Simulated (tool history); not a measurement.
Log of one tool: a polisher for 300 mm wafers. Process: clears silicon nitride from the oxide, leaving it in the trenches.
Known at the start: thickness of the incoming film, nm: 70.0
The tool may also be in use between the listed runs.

| run | hour | flow of slurry (ml/min) | pressure of the wafer on the pad (kPa) | speed of the pad under the wafer (m/s) | overpolish time after the end point (s) | time until the end point was called (s) |
|---|---|---|---|---|---|---|
| 1 | 0.0 | 180 | 15.9 | 0.86 | 13 | 112.910 |
| 2 | 4.3 | 180 | 17.2 | 0.86 | 13 | 104.180 |
| 3 | 10.0 | 180 | 17.2 | 0.76 | 13 | 120.120 |
| 4 | 17.9 | 180 | 18.6 | 0.76 | 13 | 111.530 |
| 5 | 25.2 | 180 | 20.0 | 0.76 | 13 | 103.960 |
| 6 | 27.1 | 180 | 20.7 | 0.76 | 13 | 101.980 |
| 7 | 31.4 | 180 | 21.4 | 0.76 | 13 | 98.473 |

Forecast run 8:
| 8 | 32.8 | 180 | 22.1 | 0.76 | 13 | ? |

Run 8 gave time until the end point was called (s) 93.653.

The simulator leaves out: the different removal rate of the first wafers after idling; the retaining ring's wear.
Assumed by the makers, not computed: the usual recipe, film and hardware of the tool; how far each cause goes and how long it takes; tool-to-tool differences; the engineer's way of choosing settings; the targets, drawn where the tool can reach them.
